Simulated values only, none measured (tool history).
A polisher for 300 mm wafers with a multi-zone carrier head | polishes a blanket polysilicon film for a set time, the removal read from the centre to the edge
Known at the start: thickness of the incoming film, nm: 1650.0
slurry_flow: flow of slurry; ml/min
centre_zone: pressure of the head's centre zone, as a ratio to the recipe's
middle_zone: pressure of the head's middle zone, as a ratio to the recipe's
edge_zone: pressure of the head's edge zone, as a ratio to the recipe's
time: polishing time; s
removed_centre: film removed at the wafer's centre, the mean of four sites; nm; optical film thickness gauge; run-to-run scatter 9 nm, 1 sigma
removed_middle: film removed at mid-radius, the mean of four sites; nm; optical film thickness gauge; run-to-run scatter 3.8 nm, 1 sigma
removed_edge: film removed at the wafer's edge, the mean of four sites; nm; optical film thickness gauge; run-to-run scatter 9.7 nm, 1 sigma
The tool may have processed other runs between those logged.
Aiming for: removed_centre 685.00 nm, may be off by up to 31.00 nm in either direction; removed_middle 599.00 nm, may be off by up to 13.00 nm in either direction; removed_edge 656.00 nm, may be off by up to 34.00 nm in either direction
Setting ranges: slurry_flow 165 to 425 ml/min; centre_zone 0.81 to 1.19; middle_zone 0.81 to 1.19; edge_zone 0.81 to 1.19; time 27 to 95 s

{"run": 1, "hour": 0.0, "slurry_flow": 275, "centre_zone": 1.0, "middle_zone": 1.0, "edge_zone": 1.0, "time": 61, "removed_centre": 525.31, "removed_middle": 544.2, "removed_edge": 516.1}
{"run": 2, "hour": 8.0, "slurry_flow": 325, "centre_zone": 1.0, "middle_zone": 1.0, "edge_zone": 1.0, "time": 61, "removed_centre": 543.45, "removed_middle": 545.43, "removed_edge": 541.12}
{"run": 3, "hour": 16.7, "slurry_flow": 325, "centre_zone": 1.0, "middle_zone": 1.0, "edge_zone": 1.0, "time": 76, "removed_centre": 673.01, "removed_middle": 679.15, "removed_edge": 652.58}
{"run": 4, "hour": 20.4, "slurry_flow": 380, "centre_zone": 1.0, "middle_zone": 1.0, "edge_zone": 1.0, "time": 76, "removed_centre": 692.07, "removed_middle": 691.39, "removed_edge": 652.64}
{"run": 5, "hour": 23.3, "slurry_flow": 375, "centre_zone": 1.0, "middle_zone": 0.96, "edge_zone": 1.01, "time": 76, "removed_centre": 692.57, "removed_middle": 663.72, "removed_edge": 674.43}
{"run": 6, "hour": 29.8, "slurry_flow": 375, "centre_zone": 1.0, "middle_zone": 0.96, "edge_zone": 1.06, "time": 76, "removed_centre": 672.76, "removed_middle": 660.4, "removed_edge": 683.53}
{"run": 7, "hour": 31.6, "slurry_flow": 370, "centre_zone": 1.01, "middle_zone": 0.94, "edge_zone": 1.04, "time": 75, "removed_centre": 684.19, "removed_middle": 644.67, "removed_edge": 655.8}
{"run": 8, "hour": 35.7, "slurry_flow": 370, "centre_zone": 1.01, "middle_zone": 0.91, "edge_zone": 1.05, "time": 75, "removed_centre": 688.76, "removed_middle": 626.55, "removed_edge": 662.26}

Of the 4 settings listed for the next run, only one would bring every result within its allowed miss of target. Which one?
{"run": "A", "hour": 39.8, "slurry_flow": 345, "centre_zone": 1.07, "middle_zone": 1.07, "edge_zone": 1.03, "time": 71, "removed_centre": "?", "removed_middle": "?", "removed_edge": "?"}
{"run": "B", "hour": 39.8, "slurry_flow": 385, "centre_zone": 1.04, "middle_zone": 0.95, "edge_zone": 1.06, "time": 73, "removed_centre": "?", "removed_middle": "?", "removed_edge": "?"}
{"run": "C", "hour": 39.8, "slurry_flow": 385, "centre_zone": 1.02, "middle_zone": 0.89, "edge_zone": 1.1, "time": 73, "removed_centre": "?", "removed_middle": "?", "removed_edge": "?"}
{"run": "D", "hour": 39.8, "slurry_flow": 335, "centre_zone": 1.05, "middle_zone": 1.07, "edge_zone": 0.95, "time": 67, "removed_centre": "?", "removed_middle": "?", "removed_edge": "?"}

move=A removed_centre=682.82 removed_middle=676.26 removed_edge=616.12
move=B removed_centre=687.03 removed_middle=633.37 removed_edge=647.06
move=C removed_centre=673.44 removed_middle=599.90 removed_edge=659.72
move=D removed_centre=630.85 removed_middle=637.04 removed_edge=558.41
A: moves away from the targets compared with the last run
B: moves away from the targets compared with the last run
C: meets every target
D: moves away from the targets compared with the last run
The right move is C.
